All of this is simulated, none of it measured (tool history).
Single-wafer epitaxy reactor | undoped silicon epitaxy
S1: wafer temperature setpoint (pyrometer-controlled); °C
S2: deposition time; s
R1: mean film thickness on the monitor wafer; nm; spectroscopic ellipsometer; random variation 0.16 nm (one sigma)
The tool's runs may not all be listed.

run  hour   S1   S2      R1
  1   0.0  665  162  34.781
  2   1.5  667  162  36.389
  3   5.4  669  162  38.137
  4   8.9  671  162  39.689
  5  17.6  672  162  40.664
  6  23.8  673  162  41.370
  7  27.0  674  162  42.258

Forecast run 8:
  8  33.5  675  162   ?

Run 8 gave R1 43.487 nm.
